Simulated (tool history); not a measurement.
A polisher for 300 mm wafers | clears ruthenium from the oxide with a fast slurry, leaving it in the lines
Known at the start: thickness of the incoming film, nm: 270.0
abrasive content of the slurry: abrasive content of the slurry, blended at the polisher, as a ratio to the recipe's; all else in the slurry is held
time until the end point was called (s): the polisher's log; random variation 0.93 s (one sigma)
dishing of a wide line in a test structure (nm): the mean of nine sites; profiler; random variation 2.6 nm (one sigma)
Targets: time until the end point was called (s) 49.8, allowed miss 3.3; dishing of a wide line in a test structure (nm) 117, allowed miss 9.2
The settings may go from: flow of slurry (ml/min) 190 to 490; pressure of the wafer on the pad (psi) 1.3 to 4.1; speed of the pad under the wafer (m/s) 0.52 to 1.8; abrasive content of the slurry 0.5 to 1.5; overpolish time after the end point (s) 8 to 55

| run | hour | flow of slurry (ml/min) | pressure of the wafer on the pad (psi) | speed of the pad under the wafer (m/s) | abrasive content of the slurry | overpolish time after the end point (s) | time until the end point was called (s) | dishing of a wide line in a test structure (nm) |
|---|---|---|---|---|---|---|---|---|
| 1 | 0 | 315 | 2.7 | 1.16 | 1 | 28 | 70.233 | 80.746 |
| 2 | 8.1 | 315 | 2.8 | 1.16 | 1 | 29 | 65.318 | 85.619 |
| 3 | 15.7 | 315 | 2.8 | 1.16 | 1 | 19 | 65.05 | 61.669 |
| 4 | 16.3 | 315 | 2.8 | 1.02 | 1 | 19 | 71.13 | 57.218 |
| 5 | 19.2 | 315 | 2.8 | 0.84 | 1 | 19 | 84.778 | 51.212 |
| 6 | 26.2 | 315 | 2.9 | 0.86 | 1 | 21 | 80.473 | 57.681 |
| 7 | 26.8 | 315 | 3 | 0.88 | 1 | 22 | 74.54 | 63.098 |
| 8 | 29.7 | 315 | 3.1 | 0.88 | 1 | 23 | 71.394 | 65.853 |
| 9 | 37 | 315 | 3.1 | 0.88 | 1 | 23 | 75.268 | 66.811 |
| 10 | 43.5 | 315 | 3.2 | 0.9 | 1 | 24 | 69.847 | 70.674 |
| 11 | 47.2 | 315 | 3.3 | 0.92 | 1 | 25 | 65.187 | 74.301 |
| 12 | 48.3 | 315 | 3.4 | 0.92 | 1 | 26 | 64.776 | 81.949 |
| 13 | 50.5 | 315 | 3.5 | 0.92 | 1 | 26 | 62.244 | 81.849 |
| 14 | 51.7 | 315 | 3.6 | 0.92 | 1 | 27 | 62.579 | 85.493 |
| 15 | 53.2 | 315 | 3.7 | 0.94 | 1 | 28 | 58.621 | 89.589 |

5 next moves are on the table. One of them brings every result within its allowed miss. Which?
| A | 54.7 | 255 | 3.5 | 1.04 | 1.05 | 26 | ? | ? |
| B | 54.7 | 245 | 3.6 | 0.8 | 0.95 | 27 | ? | ? |
| C | 54.7 | 340 | 3.6 | 0.84 | 0.9 | 28 | ? | ? |
| D | 54.7 | 345 | 4.1 | 0.86 | 1.1 | 19 | ? | ? |
| E | 54.7 | 290 | 4 | 1.1 | 0.95 | 38 | ? | ? |

| move | time until the end point was called (s) | dishing of a wide line in a test structure (nm) |
|---|---|---|
| A | 58.205 | 87.292 |
| B | 69.862 | 79.135 |
| C | 66.342 | 84.059 |
| D | 54.377 | 73.666 |
| E | 49.717 | 118.5 |
A: further off than the last run
B: further off than the last run
C: further off than the last run
D: further off than the last run
E: meets every target
Move E is the one to make.
